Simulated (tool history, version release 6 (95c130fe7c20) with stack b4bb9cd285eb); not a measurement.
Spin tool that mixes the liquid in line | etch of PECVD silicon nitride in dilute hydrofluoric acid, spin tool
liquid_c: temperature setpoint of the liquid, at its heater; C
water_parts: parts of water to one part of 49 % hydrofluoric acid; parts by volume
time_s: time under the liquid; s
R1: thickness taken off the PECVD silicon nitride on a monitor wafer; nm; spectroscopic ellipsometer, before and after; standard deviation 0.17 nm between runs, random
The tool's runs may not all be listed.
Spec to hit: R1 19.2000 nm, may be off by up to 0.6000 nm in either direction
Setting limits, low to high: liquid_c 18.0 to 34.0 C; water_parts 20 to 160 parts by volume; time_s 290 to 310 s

Run 1, day 0.000: liquid_c 26.0 C, water_parts 90 parts by volume, time_s 290 s. Result: R1 9.6724 nm.
Run 2, day 0.196: liquid_c 28.5 C, water_parts 85 parts by volume, time_s 290 s. Result: R1 11.9980 nm.
Run 3, day 0.479: liquid_c 30.5 C, water_parts 80 parts by volume, time_s 290 s. Result: R1 14.6720 nm.
Run 4, day 0.658: liquid_c 31.5 C, water_parts 80 parts by volume, time_s 290 s. Result: R1 15.4350 nm.
Run 5, day 0.846: liquid_c 32.5 C, water_parts 80 parts by volume, time_s 290 s. Result: R1 16.5850 nm.
Run 6, day 1.029: liquid_c 32.5 C, water_parts 95 parts by volume, time_s 290 s. Result: R1 14.0450 nm.
Run 7, day 1.254: liquid_c 33.0 C, water_parts 90 parts by volume, time_s 290 s. Result: R1 14.9230 nm.
Run 8, day 1.288: liquid_c 33.5 C, water_parts 85 parts by volume, time_s 290 s. Result: R1 16.4590 nm.
Run 9, day 1.504: liquid_c 33.5 C, water_parts 80 parts by volume, time_s 290 s. Result: R1 17.6950 nm.

Of the 4 settings listed for the next run, only one would bring every result within its allowed miss of target. Which one?
Run A, day 1.721: liquid_c 34.0 C, water_parts 85 parts by volume, time_s 305 s. Result: R1 ?.
Run B, day 1.721: liquid_c 32.0 C, water_parts 75 parts by volume, time_s 300 s. Result: R1 ?.
Run C, day 1.721: liquid_c 31.5 C, water_parts 70 parts by volume, time_s 290 s. Result: R1 ?.
Run D, day 1.721: liquid_c 30.5 C, water_parts 60 parts by volume, time_s 290 s. Result: R1 ?.

move       R1
   A  17.9800
   B  17.7290
   C  17.7980
   D  19.4820
A: nearer the targets than the last run, but a result is still out of spec
B: about the same distance from the targets as the last run
C: nearer the targets than the last run, but a result is still out of spec
D: every result lands within tolerance
So the answer is move D, the one that meets all the targets.
